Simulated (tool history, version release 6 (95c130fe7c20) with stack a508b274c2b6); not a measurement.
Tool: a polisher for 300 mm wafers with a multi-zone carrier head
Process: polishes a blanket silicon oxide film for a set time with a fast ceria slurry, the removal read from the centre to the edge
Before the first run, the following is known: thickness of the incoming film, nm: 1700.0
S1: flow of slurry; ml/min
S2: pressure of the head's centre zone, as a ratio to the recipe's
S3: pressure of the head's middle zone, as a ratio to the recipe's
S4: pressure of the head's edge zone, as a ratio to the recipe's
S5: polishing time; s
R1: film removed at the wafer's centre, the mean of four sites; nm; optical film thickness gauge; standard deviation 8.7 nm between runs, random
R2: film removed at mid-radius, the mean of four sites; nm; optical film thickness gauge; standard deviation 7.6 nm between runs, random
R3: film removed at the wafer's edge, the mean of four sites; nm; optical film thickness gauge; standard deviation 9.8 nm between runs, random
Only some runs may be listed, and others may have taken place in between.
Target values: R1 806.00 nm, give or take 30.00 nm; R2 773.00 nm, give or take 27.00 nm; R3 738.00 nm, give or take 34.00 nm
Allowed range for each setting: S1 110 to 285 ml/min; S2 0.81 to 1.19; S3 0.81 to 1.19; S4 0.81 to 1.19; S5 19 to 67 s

run 1 day=0.000 | S1=180 S2=1.00 S3=1.00 S4=1.00 S5=43 | R1=571.74 R2=616.69 R3=579.34
run 2 day=0.229 | S1=180 S2=1.00 S3=1.05 S4=1.00 S5=43 | R1=563.25 R2=633.36 R3=580.53
run 3 day=0.504 | S1=180 S2=1.03 S3=1.05 S4=1.00 S5=43 | R1=590.98 R2=629.93 R3=564.89
run 4 day=0.825 | S1=190 S2=1.04 S3=1.04 S4=1.02 S5=45 | R1=614.91 R2=664.82 R3=616.65
run 5 day=1.062 | S1=190 S2=1.04 S3=1.11 S4=1.02 S5=45 | R1=632.92 R2=697.15 R3=620.05
run 6 day=1.300 | S1=220 S2=1.04 S3=1.11 S4=1.02 S5=45 | R1=634.31 R2=721.11 R3=622.51
run 7 day=1.329 | S1=215 S2=1.06 S3=1.10 S4=1.04 S5=46 | R1=656.19 R2=705.03 R3=637.80
run 8 day=1.371 | S1=215 S2=1.08 S3=1.11 S4=1.05 S5=47 | R1=685.92 R2=735.28 R3=676.40
run 9 day=1.521 | S1=215 S2=1.10 S3=1.11 S4=1.05 S5=47 | R1=704.66 R2=739.97 R3=663.50
run 10 day=1.758 | S1=215 S2=1.12 S3=1.11 S4=1.06 S5=47 | R1=719.82 R2=738.55 R3=661.99
run 11 day=2.067 | S1=215 S2=1.13 S3=1.11 S4=1.08 S5=47 | R1=716.15 R2=729.11 R3=663.31
run 12 day=2.179 | S1=220 S2=1.14 S3=1.11 S4=1.09 S5=48 | R1=726.27 R2=754.62 R3=686.91
run 13 day=2.329 | S1=220 S2=1.15 S3=1.10 S4=1.09 S5=49 | R1=768.44 R2=749.00 R3=701.98
run 14 day=2.612 | S1=220 S2=1.15 S3=1.10 S4=1.09 S5=49 | R1=772.45 R2=746.97 R3=710.30
run 15 day=2.746 | S1=225 S2=1.15 S3=1.10 S4=1.09 S5=49 | R1=776.45 R2=769.10 R3=692.85
run 16 day=2.875 | S1=220 S2=1.16 S3=1.10 S4=1.10 S5=49 | R1=770.55 R2=754.13 R3=708.21

Which of these 4 next moves meets every target?
run A day=3.004 | S1=215 S2=1.02 S3=1.02 S4=1.19 S5=51 | R1=? R2=? R3=?
run B day=3.004 | S1=245 S2=1.14 S3=1.14 S4=1.02 S5=47 | R1=? R2=? R3=?
run C day=3.004 | S1=235 S2=1.19 S3=1.09 S4=1.02 S5=49 | R1=? R2=? R3=?
run D day=3.004 | S1=200 S2=1.13 S3=1.02 S4=1.04 S5=53 | R1=? R2=? R3=?

move=A R1=710.26 R2=743.23 R3=775.04
move=B R1=743.65 R2=762.97 R3=666.14
move=C R1=805.52 R2=762.03 R3=692.80
move=D R1=811.31 R2=766.17 R3=747.78
A: further off than the last run
B: further off than the last run
C: the worst result of the last run now meets its target, but another is out of spec
D: all results land within tolerance of their targets
Go with D: it meets all targets.

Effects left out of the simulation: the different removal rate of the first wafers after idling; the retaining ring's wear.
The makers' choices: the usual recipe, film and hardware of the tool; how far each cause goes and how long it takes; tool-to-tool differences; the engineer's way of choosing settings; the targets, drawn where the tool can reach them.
